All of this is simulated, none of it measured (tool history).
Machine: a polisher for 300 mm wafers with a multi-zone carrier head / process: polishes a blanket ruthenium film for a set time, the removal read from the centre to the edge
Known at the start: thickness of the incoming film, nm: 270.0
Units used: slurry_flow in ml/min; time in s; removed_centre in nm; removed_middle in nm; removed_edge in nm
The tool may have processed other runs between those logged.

run 1 day=0 | slurry_flow=210 centre_zone=1 middle_zone=1 edge_zone=1 time=80 | removed_centre=69.133 removed_middle=66.143 removed_edge=68.064
run 2 day=0.117 | slurry_flow=220 centre_zone=0.99 middle_zone=1.05 edge_zone=1.04 time=84 | removed_centre=71.217 removed_middle=72.058 removed_edge=74.046
run 3 day=0.467 | slurry_flow=195 centre_zone=0.99 middle_zone=1.05 edge_zone=1.04 time=84 | removed_centre=71.076 removed_middle=73.3 removed_edge=73.34
run 4 day=0.733 | slurry_flow=195 centre_zone=0.99 middle_zone=1.05 edge_zone=1.04 time=102 | removed_centre=86.476 removed_middle=87.963 removed_edge=87.938
run 5 day=1.046 | slurry_flow=195 centre_zone=0.99 middle_zone=1.05 edge_zone=1.04 time=91 | removed_centre=76.4 removed_middle=79.424 removed_edge=78.06
run 6 day=1.3 | slurry_flow=200 centre_zone=0.99 middle_zone=1.08 edge_zone=1.06 time=92 | removed_centre=77.121 removed_middle=80.913 removed_edge=80.145

What will run 7 give?
run 7 day=1.617 | slurry_flow=200 centre_zone=0.99 middle_zone=1.11 edge_zone=1.07 time=94 | removed_centre=? removed_middle=? removed_edge=?

{"run 7": {"removed_centre": 78.422, "removed_middle": 82.909, "removed_edge": 82.598}}
